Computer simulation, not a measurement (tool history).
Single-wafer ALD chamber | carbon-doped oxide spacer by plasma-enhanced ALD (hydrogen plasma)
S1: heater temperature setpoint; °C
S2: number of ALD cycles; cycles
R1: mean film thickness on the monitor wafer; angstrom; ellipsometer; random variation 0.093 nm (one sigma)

run,day,S1,S2,R1
1,0.000,385,646,327.79
2,0.196,381,646,329.01
3,0.467,372,646,327.86
4,0.771,372,694,353.00
5,1.075,368,694,351.65
6,1.488,368,728,369.77
7,1.608,368,752,381.23

The next listed run, before its measurement:
8,1.762,368,770,?

{"run 8": {"R1": 390.21}}

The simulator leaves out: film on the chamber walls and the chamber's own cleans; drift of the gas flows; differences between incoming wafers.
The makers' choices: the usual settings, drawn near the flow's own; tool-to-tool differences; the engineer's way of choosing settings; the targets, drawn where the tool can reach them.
